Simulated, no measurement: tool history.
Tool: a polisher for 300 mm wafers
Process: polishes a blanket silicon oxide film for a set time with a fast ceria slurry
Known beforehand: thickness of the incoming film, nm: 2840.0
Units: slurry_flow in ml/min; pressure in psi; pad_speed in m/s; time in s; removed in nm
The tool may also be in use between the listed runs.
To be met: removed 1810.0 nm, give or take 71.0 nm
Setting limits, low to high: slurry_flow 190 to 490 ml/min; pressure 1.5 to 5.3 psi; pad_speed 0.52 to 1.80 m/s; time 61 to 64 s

run,day,slurry_flow,pressure,pad_speed,time,removed
1,0.000,315,3.4,1.16,61,1325.3
2,0.050,315,3.7,1.16,61,1411.0
3,0.096,315,4.2,1.16,61,1620.8
4,0.129,315,4.2,1.16,61,1632.4
5,0.267,315,4.3,1.16,61,1643.8
6,0.633,315,4.4,1.16,61,1660.3
7,0.925,315,4.5,1.16,61,1731.6
8,1.179,315,4.5,1.16,61,1720.0

Which one of the following 5 next-run settings gets every result inside its allowed miss? There is exactly one.
A,1.433,400,4.8,0.98,61,?
B,1.433,315,4.6,1.24,64,?
C,1.433,335,5.3,1.18,61,?
D,1.433,320,5.1,1.10,61,?
E,1.433,340,4.7,1.24,64,?

move,removed
A,1571.5
B,1953.3
C,2047.6
D,1835.8
E,2006.3
A: moves away from the targets compared with the last run
B: moves the result that the last run missed by most past its target, out the other side
C: moves the result that the last run missed by most past its target, out the other side
D: all results in spec
E: moves the result that the last run missed by most past its target, out the other side
D meets every target.

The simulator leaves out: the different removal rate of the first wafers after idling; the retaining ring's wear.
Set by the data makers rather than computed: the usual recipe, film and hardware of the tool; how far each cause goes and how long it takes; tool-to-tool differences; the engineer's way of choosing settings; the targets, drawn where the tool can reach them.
